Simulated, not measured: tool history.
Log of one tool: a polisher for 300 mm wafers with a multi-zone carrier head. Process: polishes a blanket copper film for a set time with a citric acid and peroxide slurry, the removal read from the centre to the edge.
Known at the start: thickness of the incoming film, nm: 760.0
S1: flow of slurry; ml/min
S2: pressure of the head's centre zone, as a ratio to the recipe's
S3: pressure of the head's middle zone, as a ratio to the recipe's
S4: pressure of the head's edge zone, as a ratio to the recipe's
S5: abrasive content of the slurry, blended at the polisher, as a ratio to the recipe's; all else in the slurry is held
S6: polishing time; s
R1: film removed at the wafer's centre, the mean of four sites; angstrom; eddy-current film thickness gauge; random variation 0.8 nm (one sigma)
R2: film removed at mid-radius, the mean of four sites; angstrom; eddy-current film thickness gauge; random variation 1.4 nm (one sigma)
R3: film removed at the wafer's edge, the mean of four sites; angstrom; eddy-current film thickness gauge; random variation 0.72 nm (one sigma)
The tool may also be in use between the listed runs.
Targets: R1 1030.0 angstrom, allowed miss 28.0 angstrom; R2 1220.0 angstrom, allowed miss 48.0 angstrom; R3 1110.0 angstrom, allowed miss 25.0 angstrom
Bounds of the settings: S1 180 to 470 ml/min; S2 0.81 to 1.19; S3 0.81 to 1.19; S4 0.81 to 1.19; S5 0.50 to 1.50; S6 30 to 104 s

run 1 hour=0.0 | S1=300 S2=1.00 S3=1.00 S4=1.00 S5=1.00 S6=67 | R1=1362.9 R2=1361.1 R3=1350.5
run 2 hour=5.8 | S1=300 S2=1.00 S3=0.93 S4=1.00 S5=1.00 S6=67 | R1=1385.9 R2=1285.5 R3=1372.1
run 3 hour=8.1 | S1=300 S2=1.00 S3=0.98 S4=1.00 S5=1.00 S6=67 | R1=1369.7 R2=1317.2 R3=1364.6
run 4 hour=9.4 | S1=300 S2=0.92 S3=0.98 S4=1.00 S5=1.00 S6=67 | R1=1274.9 R2=1361.3 R3=1343.4
run 5 hour=12.1 | S1=300 S2=0.84 S3=0.98 S4=1.00 S5=1.00 S6=67 | R1=1163.7 R2=1315.9 R3=1349.1
run 6 hour=19.8 | S1=295 S2=0.84 S3=0.99 S4=0.97 S5=0.95 S6=67 | R1=1144.6 R2=1315.5 R3=1322.3
run 7 hour=28.3 | S1=295 S2=0.85 S3=1.00 S4=0.95 S5=0.90 S6=66 | R1=1137.2 R2=1331.0 R3=1276.6
run 8 hour=35.8 | S1=255 S2=0.82 S3=0.92 S4=0.85 S5=0.65 S6=65 | R1=1012.4 R2=1146.6 R3=1132.9

Which of these 4 next moves meets every target?
run A hour=43.3 | S1=275 S2=0.83 S3=0.98 S4=0.81 S5=0.65 S6=65 | R1=? R2=? R3=?
run B hour=43.3 | S1=290 S2=0.88 S3=0.94 S4=0.94 S5=0.50 S6=64 | R1=? R2=? R3=?
run C hour=43.3 | S1=260 S2=0.88 S3=0.86 S4=0.88 S5=0.60 S6=64 | R1=? R2=? R3=?
run D hour=43.3 | S1=295 S2=0.83 S3=0.95 S4=0.81 S5=0.50 S6=71 | R1=? R2=? R3=?

move=A R1=1029.0 R2=1223.8 R3=1093.0
move=B R1=1040.1 R2=1126.1 R3=1113.2
move=C R1=1055.6 R2=1065.0 R3=1101.2
move=D R1=1089.5 R2=1262.5 R3=1155.7
A: meets every target
B: further off than the last run
C: further off than the last run
D: brings the result that was furthest off to its target, and leaves another outside
Move A is the one to make.
